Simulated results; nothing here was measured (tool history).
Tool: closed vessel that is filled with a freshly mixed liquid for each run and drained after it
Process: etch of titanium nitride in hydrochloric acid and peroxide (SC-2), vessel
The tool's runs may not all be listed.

| run | hour | temperature setpoint of the liquid (K) | parts of water to one part each of 37 % hydrochloric acid and 30 % peroxide (parts by volume) | time in the liquid (s) | thickness taken off the titanium nitride on a monitor wafer (nm) |
|---|---|---|---|---|---|
| 1 | 0 | 329.15 | 6 | 1010 | 33.979 |
| 2 | 8.9 | 329.15 | 4 | 1010 | 45.432 |
| 3 | 12.6 | 333.65 | 4 | 1010 | 60.084 |
| 4 | 19.1 | 333.65 | 4 | 1010 | 59.805 |
| 5 | 21.9 | 333.65 | 6 | 1010 | 44.951 |
| 6 | 26.7 | 333.65 | 6 | 1080 | 48.319 |
| 7 | 35.4 | 330.65 | 6 | 1080 | 39.729 |
| 8 | 38.5 | 328.65 | 6 | 1080 | 35.04 |
| 9 | 41.1 | 320.65 | 6 | 1080 | 20.896 |

Run 10 comes next. What will it give?
| 10 | 46 | 320.15 | 6 | 1080 | ? |

{"run 10": {"thickness taken off the titanium nitride on a monitor wafer (nm)": 19.862}}

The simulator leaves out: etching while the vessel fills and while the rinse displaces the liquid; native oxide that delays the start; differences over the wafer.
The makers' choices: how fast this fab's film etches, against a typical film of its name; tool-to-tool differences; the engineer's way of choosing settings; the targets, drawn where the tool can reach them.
